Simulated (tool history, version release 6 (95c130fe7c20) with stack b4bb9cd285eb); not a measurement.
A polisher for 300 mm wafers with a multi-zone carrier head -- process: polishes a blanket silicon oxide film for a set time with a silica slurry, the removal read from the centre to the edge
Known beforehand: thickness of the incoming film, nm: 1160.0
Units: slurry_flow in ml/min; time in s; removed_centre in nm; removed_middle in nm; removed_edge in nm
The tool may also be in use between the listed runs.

run,hour,slurry_flow,centre_zone,middle_zone,edge_zone,slurry_solids,time,removed_centre,removed_middle,removed_edge
1,0.0,150,1.00,1.00,1.00,1.0,56,258.47,249.75,253.07
2,7.6,150,1.00,0.91,1.00,1.0,56,244.39,234.07,251.93
3,13.7,150,0.95,0.91,1.00,1.0,56,238.48,234.77,251.12
4,22.7,165,0.95,0.91,1.00,1.0,56,244.87,238.12,256.16
5,26.7,155,0.93,0.93,1.00,1.0,56,236.14,237.99,251.19
6,27.3,155,0.93,1.00,1.00,1.0,56,238.04,253.95,251.88
7,31.6,150,0.92,1.00,0.99,1.0,56,233.15,258.46,250.47

Predict the results of run 8:
8,35.5,145,0.91,0.99,0.98,1.0,56,?,?,?

{"run 8": {"removed_centre": 229.59, "removed_middle": 255.31, "removed_edge": 248.37}}
